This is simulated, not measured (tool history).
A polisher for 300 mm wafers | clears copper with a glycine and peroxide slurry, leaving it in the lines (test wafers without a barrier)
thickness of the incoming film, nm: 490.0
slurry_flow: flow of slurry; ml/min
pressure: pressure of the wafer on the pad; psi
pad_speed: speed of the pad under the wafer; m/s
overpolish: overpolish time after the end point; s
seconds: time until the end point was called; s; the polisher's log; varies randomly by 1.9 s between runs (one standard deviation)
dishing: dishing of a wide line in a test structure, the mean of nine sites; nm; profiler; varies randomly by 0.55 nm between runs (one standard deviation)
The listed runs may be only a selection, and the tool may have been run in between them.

run 1 hour=0 | slurry_flow=165 pressure=2.9 pad_speed=1.2 overpolish=29 | seconds=71.253 dishing=112.37
run 2 hour=8.3 | slurry_flow=165 pressure=2.2 pad_speed=1.2 overpolish=29 | seconds=90.685 dishing=96.667
run 3 hour=17.2 | slurry_flow=165 pressure=2.7 pad_speed=1.2 overpolish=29 | seconds=76.567 dishing=109.94
run 4 hour=25.8 | slurry_flow=150 pressure=2.3 pad_speed=1.16 overpolish=24 | seconds=91.835 dishing=83.982
run 5 hour=29.4 | slurry_flow=150 pressure=1.7 pad_speed=1.16 overpolish=24 | seconds=113.48 dishing=69.026
run 6 hour=35.4 | slurry_flow=150 pressure=1.3 pad_speed=1.16 overpolish=24 | seconds=140.94 dishing=59.437
run 7 hour=36 | slurry_flow=100 pressure=1.3 pad_speed=1.22 overpolish=10 | seconds=148.26 dishing=25.733
run 8 hour=37.5 | slurry_flow=100 pressure=1.4 pad_speed=1.24 overpolish=10 | seconds=137.97 dishing=27.371
run 9 hour=40.7 | slurry_flow=100 pressure=1.4 pad_speed=1.26 overpolish=10 | seconds=137.92 dishing=26.78
run 10 hour=43.9 | slurry_flow=100 pressure=1.4 pad_speed=1.28 overpolish=10 | seconds=138.62 dishing=26.516
run 11 hour=48.4 | slurry_flow=100 pressure=1.4 pad_speed=1.3 overpolish=10 | seconds=138.48 dishing=28.375
run 12 hour=49.2 | slurry_flow=150 pressure=1.7 pad_speed=1.22 overpolish=9 | seconds=110.59 dishing=30.5
run 13 hour=54.8 | slurry_flow=140 pressure=1.7 pad_speed=1.22 overpolish=9 | seconds=110.88 dishing=31.149
run 14 hour=59.5 | slurry_flow=170 pressure=1.3 pad_speed=1.2 overpolish=9 | seconds=138.5 dishing=25.793
run 15 hour=65.5 | slurry_flow=170 pressure=1.6 pad_speed=1.24 overpolish=9 | seconds=111.92 dishing=29.61
run 16 hour=71.3 | slurry_flow=165 pressure=1.4 pad_speed=1.24 overpolish=10 | seconds=122.03 dishing=30.427
run 17 hour=75.6 | slurry_flow=160 pressure=1.4 pad_speed=1.26 overpolish=10 | seconds=123.53 dishing=30.116

Expected results for the next run?
run 18 hour=83.7 | slurry_flow=155 pressure=1.4 pad_speed=1.28 overpolish=10 | seconds=? dishing=?

Run 18 gave seconds 124.21 s, dishing 29.923 nm.
